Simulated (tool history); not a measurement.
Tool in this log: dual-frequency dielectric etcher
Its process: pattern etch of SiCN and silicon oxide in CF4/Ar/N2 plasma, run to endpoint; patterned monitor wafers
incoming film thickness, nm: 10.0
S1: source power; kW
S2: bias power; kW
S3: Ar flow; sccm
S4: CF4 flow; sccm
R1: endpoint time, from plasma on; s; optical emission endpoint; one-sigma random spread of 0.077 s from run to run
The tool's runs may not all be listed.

Run 1, hour 0: S1 0.38 kW, S2 0.077 kW, S3 82 sccm, S4 65 sccm. Result: R1 12.143 s.
Run 2, hour 4.2: S1 0.43 kW, S2 0.077 kW, S3 82 sccm, S4 65 sccm. Result: R1 10.531 s.
Run 3, hour 7.6: S1 0.39 kW, S2 0.077 kW, S3 82 sccm, S4 65 sccm. Result: R1 11.788 s.
Run 4, hour 11.1: S1 0.39 kW, S2 0.077 kW, S3 82 sccm, S4 72 sccm. Result: R1 11.631 s.
Run 5, hour 13.9: S1 0.36 kW, S2 0.077 kW, S3 82 sccm, S4 72 sccm. Result: R1 12.89 s.
Run 6, hour 18.1: S1 0.34 kW, S2 0.077 kW, S3 82 sccm, S4 72 sccm. Result: R1 13.571 s.

Expected results for the next run?
Run 7, hour 21.1: S1 0.32 kW, S2 0.077 kW, S3 82 sccm, S4 72 sccm. Result: R1 ?.

For run 7 the tool returned R1 14.702 s.
